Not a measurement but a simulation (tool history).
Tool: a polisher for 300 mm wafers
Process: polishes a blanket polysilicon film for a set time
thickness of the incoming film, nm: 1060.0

run  hour  flow of slurry (ml/min)  pressure of the wafer on the pad (kPa)  speed of the pad under the wafer (m/s)  polishing time (s)  film removed (angstrom)
  1     0                      190                                    15.2                                    1.26                  22                   1922.6
  2   3.5                      190                                    15.2                                    1.26                  22                   1928.4
  3  10.5                      190                                    18.6                                    1.26                  22                   2361.2
  4  12.5                      190                                    18.6                                    1.26                  22                   2341.7
  5  18.4                      195                                    19.3                                    1.26                  22                   2465.1
  6  21.5                      195                                    19.3                                    0.96                  22                   1976.3

Forecast run 7:
  7  26.6                      200                                      20                                    0.98                  22                        ?

{"run 7": {"film removed (angstrom)": 2076}}
